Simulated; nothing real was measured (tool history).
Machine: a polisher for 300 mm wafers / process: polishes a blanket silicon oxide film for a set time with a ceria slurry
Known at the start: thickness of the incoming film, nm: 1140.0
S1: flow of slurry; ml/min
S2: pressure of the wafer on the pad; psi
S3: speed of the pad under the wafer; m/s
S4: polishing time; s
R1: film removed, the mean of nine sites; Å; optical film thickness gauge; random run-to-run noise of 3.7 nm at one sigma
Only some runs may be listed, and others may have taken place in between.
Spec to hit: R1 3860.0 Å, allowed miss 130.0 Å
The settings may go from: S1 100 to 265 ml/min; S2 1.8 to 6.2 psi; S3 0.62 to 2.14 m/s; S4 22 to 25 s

run 1 day=0.000 | S1=170 S2=4.0 S3=1.38 S4=25 | R1=2303.6
run 2 day=0.358 | S1=170 S2=4.0 S3=1.38 S4=25 | R1=2316.4
run 3 day=0.529 | S1=175 S2=4.5 S3=1.38 S4=25 | R1=2556.9
run 4 day=0.900 | S1=175 S2=3.7 S3=1.38 S4=25 | R1=2115.5
run 5 day=1.175 | S1=175 S2=3.7 S3=1.38 S4=25 | R1=2155.1
run 6 day=1.529 | S1=200 S2=3.7 S3=1.38 S4=25 | R1=2200.0
run 7 day=1.704 | S1=205 S2=4.3 S3=1.38 S4=25 | R1=2559.6
run 8 day=2.038 | S1=210 S2=4.7 S3=1.38 S4=25 | R1=2686.8

Below are 4 possible settings for the next run. Only one of them brings all results inside the allowed miss of their targets. Which is it?
run A day=2.371 | S1=190 S2=5.2 S3=0.96 S4=22 | R1=?
run B day=2.371 | S1=225 S2=4.4 S3=1.14 S4=25 | R1=?
run C day=2.371 | S1=160 S2=5.7 S3=1.70 S4=25 | R1=?
run D day=2.371 | S1=255 S2=4.1 S3=1.18 S4=22 | R1=?

move=A R1=1866.3
move=B R1=2180.0
move=C R1=3801.4
move=D R1=1885.6
A: misses by more than the last run did
B: misses by more than the last run did
C: each result inside its tolerance
D: misses by more than the last run did
The move that meets every target is C.

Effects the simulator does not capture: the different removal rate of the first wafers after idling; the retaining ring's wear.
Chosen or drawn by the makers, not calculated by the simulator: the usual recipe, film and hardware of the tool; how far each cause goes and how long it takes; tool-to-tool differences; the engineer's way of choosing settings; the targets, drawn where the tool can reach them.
